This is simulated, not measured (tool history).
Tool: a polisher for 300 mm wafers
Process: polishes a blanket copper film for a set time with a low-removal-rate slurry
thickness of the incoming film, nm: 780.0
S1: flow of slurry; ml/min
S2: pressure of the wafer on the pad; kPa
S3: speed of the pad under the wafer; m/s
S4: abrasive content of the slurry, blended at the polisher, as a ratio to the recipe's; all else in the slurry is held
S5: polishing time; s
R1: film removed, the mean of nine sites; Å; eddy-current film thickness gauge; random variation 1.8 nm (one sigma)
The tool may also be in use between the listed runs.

run,hour,S1,S2,S3,S4,S5,R1
1,0,160,20.7,1,1,96,2604.9
2,7.2,160,20.7,1,0.8,96,2534.4
3,12.7,155,20,1,0.8,96,2417.1
4,16,150,19.3,1,0.8,96,2326.7
5,25,145,19.3,1,0.8,96,2321.4
6,33.8,145,19.3,1.2,0.8,96,2773.9
7,40.5,140,17.9,1.2,0.8,96,2587.5
8,47.7,135,17.2,1.2,0.8,96,2489.4

Forecast run 9:
9,56,130,16.5,1.2,0.8,96,?

Run 9 gave R1 2361.2 Å.
